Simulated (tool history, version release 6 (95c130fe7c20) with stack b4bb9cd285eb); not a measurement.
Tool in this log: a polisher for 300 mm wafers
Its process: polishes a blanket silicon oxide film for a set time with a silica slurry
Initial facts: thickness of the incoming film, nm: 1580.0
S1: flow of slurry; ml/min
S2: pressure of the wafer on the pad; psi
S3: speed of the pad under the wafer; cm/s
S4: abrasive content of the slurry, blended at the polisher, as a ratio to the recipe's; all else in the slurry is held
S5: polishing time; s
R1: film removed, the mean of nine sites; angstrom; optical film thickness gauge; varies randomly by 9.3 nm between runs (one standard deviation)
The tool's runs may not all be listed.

run  hour   S1   S2   S3   S4   S5      R1
  1   0.0  190  5.2  140  1.0  108  4844.1
  2   1.5  225  5.2  140  1.0  108  4963.4
  3   4.7  225  5.7  140  1.0  108  5412.2
  4  11.9  225  5.7  106  1.0  108  4288.2
  5  15.6  225  6.1  112  1.0  108  4815.3
  6  22.5  225  6.8  112  1.0  108  5214.6

What does the tool deliver on the next run?
  7  29.9  225  7.0  120  1.0  108   ?

Run 7 yielded R1 5641.4 angstrom.
